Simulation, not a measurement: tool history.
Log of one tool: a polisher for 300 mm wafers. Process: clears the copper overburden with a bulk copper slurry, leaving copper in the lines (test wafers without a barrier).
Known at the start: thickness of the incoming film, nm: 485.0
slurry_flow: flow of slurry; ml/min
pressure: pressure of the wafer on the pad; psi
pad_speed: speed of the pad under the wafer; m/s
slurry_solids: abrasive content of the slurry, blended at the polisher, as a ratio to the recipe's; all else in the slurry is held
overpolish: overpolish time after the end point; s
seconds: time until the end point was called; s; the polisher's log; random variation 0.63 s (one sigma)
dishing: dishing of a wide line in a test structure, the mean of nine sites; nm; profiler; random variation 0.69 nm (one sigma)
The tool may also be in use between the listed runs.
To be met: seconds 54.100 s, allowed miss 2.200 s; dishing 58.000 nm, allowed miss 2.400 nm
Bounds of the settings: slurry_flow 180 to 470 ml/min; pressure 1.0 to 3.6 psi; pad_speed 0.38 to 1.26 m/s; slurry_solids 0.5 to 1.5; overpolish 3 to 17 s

run 1 day=0.000 | slurry_flow=300 pressure=2.3 pad_speed=0.82 slurry_solids=1.0 overpolish=9 | seconds=90.329 dishing=34.484
run 2 day=0.317 | slurry_flow=300 pressure=2.6 pad_speed=0.82 slurry_solids=1.0 overpolish=9 | seconds=81.291 dishing=37.019
run 3 day=0.575 | slurry_flow=300 pressure=2.8 pad_speed=0.84 slurry_solids=1.0 overpolish=9 | seconds=72.949 dishing=40.896
run 4 day=0.617 | slurry_flow=300 pressure=2.3 pad_speed=0.84 slurry_solids=1.0 overpolish=9 | seconds=86.669 dishing=34.724
run 5 day=0.862 | slurry_flow=300 pressure=2.6 pad_speed=0.84 slurry_solids=1.0 overpolish=9 | seconds=78.477 dishing=38.011
run 6 day=1.025 | slurry_flow=245 pressure=2.6 pad_speed=0.84 slurry_solids=1.0 overpolish=9 | seconds=81.285 dishing=38.190
run 7 day=1.196 | slurry_flow=250 pressure=2.9 pad_speed=0.84 slurry_solids=1.0 overpolish=9 | seconds=72.773 dishing=41.442
run 8 day=1.325 | slurry_flow=255 pressure=3.1 pad_speed=0.84 slurry_solids=1.0 overpolish=9 | seconds=69.702 dishing=43.619
run 9 day=1.525 | slurry_flow=265 pressure=3.2 pad_speed=0.86 slurry_solids=1.0 overpolish=9 | seconds=65.138 dishing=45.263
run 10 day=1.812 | slurry_flow=270 pressure=3.3 pad_speed=0.88 slurry_solids=1.0 overpolish=9 | seconds=63.032 dishing=47.097
run 11 day=2.054 | slurry_flow=270 pressure=3.4 pad_speed=0.90 slurry_solids=1.0 overpolish=9 | seconds=59.356 dishing=50.282
run 12 day=2.279 | slurry_flow=270 pressure=3.5 pad_speed=0.90 slurry_solids=1.0 overpolish=9 | seconds=56.587 dishing=51.051

4 next moves are on the table. One of them brings every result within its allowed miss. Which?
run A day=2.504 | slurry_flow=285 pressure=3.5 pad_speed=0.96 slurry_solids=1.0 overpolish=10 | seconds=? dishing=?
run B day=2.504 | slurry_flow=250 pressure=3.5 pad_speed=0.84 slurry_solids=1.0 overpolish=9 | seconds=? dishing=?
run C day=2.504 | slurry_flow=290 pressure=3.6 pad_speed=1.06 slurry_solids=0.9 overpolish=8 | seconds=? dishing=?
run D day=2.504 | slurry_flow=370 pressure=3.6 pad_speed=0.94 slurry_solids=0.9 overpolish=11 | seconds=? dishing=?

move=A seconds=54.020 dishing=59.507
move=B seconds=62.436 dishing=48.610
move=C seconds=49.370 dishing=53.610
move=D seconds=54.302 dishing=63.969
A: meets every target
B: further off than the last run
C: nearer than the last run, and not there yet
D: takes the result that was furthest off past its target
The right move is A.
